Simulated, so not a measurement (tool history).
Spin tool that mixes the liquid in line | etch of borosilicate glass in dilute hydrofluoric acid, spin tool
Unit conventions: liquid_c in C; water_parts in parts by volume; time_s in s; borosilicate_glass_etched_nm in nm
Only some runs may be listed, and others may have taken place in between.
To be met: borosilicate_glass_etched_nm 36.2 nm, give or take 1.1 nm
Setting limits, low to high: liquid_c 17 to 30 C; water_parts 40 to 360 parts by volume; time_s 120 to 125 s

run,hour,liquid_c,water_parts,time_s,borosilicate_glass_etched_nm
1,0,22,200,120,13.535
2,5.1,23.5,175,120,16.741
3,11.9,23.5,205,120,13.896
4,16.3,24.5,180,120,16.994
5,22.7,24.5,220,120,13.253
6,25.3,24.5,280,120,9.7996
7,32.2,28.5,200,120,17.258
8,38.2,29,175,120,20.663

Which of these 5 next moves meets every target?
A,44.2,28,125,125,?
B,44.2,30,125,125,?
C,44.2,30,115,125,?
D,44.2,29,120,125,?
E,44.2,28,115,125,?

move,borosilicate_glass_etched_nm
A,30.434
B,32.775
C,36.117
D,33.125
E,33.516
A: closer than the last run, but not yet in spec
B: closer than the last run, but not yet in spec
C: all results land within tolerance of their targets
D: closer than the last run, but not yet in spec
E: closer than the last run, but not yet in spec
Go with C: it meets all targets.
